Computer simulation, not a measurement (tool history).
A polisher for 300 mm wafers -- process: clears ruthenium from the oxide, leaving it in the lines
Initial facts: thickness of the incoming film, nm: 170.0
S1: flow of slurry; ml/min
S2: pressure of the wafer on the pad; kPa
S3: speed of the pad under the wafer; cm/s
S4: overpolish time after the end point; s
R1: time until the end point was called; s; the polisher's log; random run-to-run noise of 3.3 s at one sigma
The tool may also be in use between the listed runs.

Run 1, hour 0: S1 245 ml/min, S2 18.6 kPa, S3 118 cm/s, S4 35 s. Result: R1 105.54 s.
Run 2, hour 0.7: S1 245 ml/min, S2 18.6 kPa, S3 138 cm/s, S4 35 s. Result: R1 92.675 s.
Run 3, hour 5.6: S1 245 ml/min, S2 17.2 kPa, S3 132 cm/s, S4 35 s. Result: R1 99.495 s.
Run 4, hour 11.8: S1 195 ml/min, S2 17.2 kPa, S3 132 cm/s, S4 35 s. Result: R1 105.39 s.
Run 5, hour 18.2: S1 195 ml/min, S2 16.5 kPa, S3 128 cm/s, S4 35 s. Result: R1 110.16 s.
Run 6, hour 21.6: S1 195 ml/min, S2 16.5 kPa, S3 128 cm/s, S4 35 s. Result: R1 109.89 s.

Run 7, settings as shown, results not yet in. Your forecast:
Run 7, hour 22.7: S1 195 ml/min, S2 16.5 kPa, S3 128 cm/s, S4 35 s. Result: R1 ?.

R1: 108.14 s

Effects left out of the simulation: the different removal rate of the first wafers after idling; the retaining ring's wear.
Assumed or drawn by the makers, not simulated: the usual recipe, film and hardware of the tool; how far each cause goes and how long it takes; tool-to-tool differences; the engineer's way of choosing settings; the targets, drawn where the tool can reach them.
